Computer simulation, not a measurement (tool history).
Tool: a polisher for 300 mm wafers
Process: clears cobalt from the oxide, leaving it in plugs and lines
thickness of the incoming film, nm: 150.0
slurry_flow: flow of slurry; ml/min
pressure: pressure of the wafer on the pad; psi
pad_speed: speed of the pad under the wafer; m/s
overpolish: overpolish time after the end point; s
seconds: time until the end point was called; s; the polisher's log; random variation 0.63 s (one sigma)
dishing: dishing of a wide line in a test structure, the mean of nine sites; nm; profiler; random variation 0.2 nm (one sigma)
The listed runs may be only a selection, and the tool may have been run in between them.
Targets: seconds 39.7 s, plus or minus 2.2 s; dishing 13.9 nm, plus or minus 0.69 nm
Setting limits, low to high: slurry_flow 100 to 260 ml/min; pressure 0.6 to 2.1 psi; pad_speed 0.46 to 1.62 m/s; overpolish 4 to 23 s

run	day	slurry_flow	pressure	pad_speed	overpolish	seconds	dishing
1	0	165	1.3	1.04	12	53.354	28.265
2	0.246	165	1.3	1.04	10	51.275	23.982
3	0.408	165	1.3	1.04	15	50.951	33.334
4	0.492	165	1.3	0.84	15	60.647	29.65
5	0.596	165	1.3	0.72	15	69.617	26.106
6	0.829	180	1.5	0.66	12	63.835	23.853
# day 1.121: worn pad replaced by a new one
7	1.121	160	1.5	0.78	10	54.503	23.524
8	1.417	145	1.4	0.84	8	57.579	19.137
9	1.754	100	1	1.12	4	66.586	8.608
10	1.833	100	1.1	1.2	4	57.474	10.121

Consider the 5 candidate settings below. Which is the only one whose results all fall within their allowed miss of target?
A	1.912	105	0.9	1.16	9	?	?
B	1.912	150	0.8	1.02	9	?	?
C	1.912	100	0.9	0.78	6	?	?
D	1.912	100	1.6	1.18	4	?	?
E	1.912	110	0.8	1.06	10	?	?

move	seconds	dishing
A	70.684	17.361
B	81.218	15.367
C	100.63	8.695
D	40.507	13.827
E	84.436	16.3
A: misses by more than the last run did
B: misses by more than the last run did
C: misses by more than the last run did
D: every result lands within tolerance
E: misses by more than the last run did
D meets every target.
